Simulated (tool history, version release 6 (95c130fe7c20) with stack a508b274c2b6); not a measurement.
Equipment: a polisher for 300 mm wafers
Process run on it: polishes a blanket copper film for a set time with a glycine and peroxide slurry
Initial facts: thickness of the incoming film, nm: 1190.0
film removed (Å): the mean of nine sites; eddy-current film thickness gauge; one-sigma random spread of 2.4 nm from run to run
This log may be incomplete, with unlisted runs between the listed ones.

run  hour  flow of slurry (ml/min)  pressure of the wafer on the pad (kPa)  speed of the pad under the wafer (cm/s)  polishing time (s)  film removed (Å)
  1     0                      190                                    15.9                                      106                  63            3563.3
  2   7.1                      190                                    15.9                                      106                  63            3540.2
  3  13.7                      190                                    15.9                                      106                  63            3574.1
  4  16.2                      225                                    15.9                                      106                  63            3543.8
  5  23.7                      190                                    15.9                                      106                  63            3501.7
  6  24.3                      190                                    14.5                                      106                  63            3339.2

Run 7 is up next; what results do you expect?
  7  32.9                      190                                    14.5                                      106                  63                 ?

Logged for run 7: film removed (Å) 3331.6.
